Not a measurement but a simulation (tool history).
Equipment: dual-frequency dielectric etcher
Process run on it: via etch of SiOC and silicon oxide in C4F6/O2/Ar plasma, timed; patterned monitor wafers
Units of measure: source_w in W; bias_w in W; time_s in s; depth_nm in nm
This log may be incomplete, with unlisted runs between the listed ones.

run,day,source_w,bias_w,time_s,depth_nm
1,0.000,410,180,97.0,102.84
2,0.042,410,180,101.5,106.87
3,0.308,410,209,101.5,114.31
4,0.425,410,209,101.5,114.29
5,0.588,340,209,101.5,108.37
6,0.688,330,202,101.5,105.36
7,0.996,320,197,101.5,102.81

Run 8 has not been measured yet. What should we expect?
8,1.033,310,193,101.5,?

{"run 8": {"depth_nm": 101.42}}
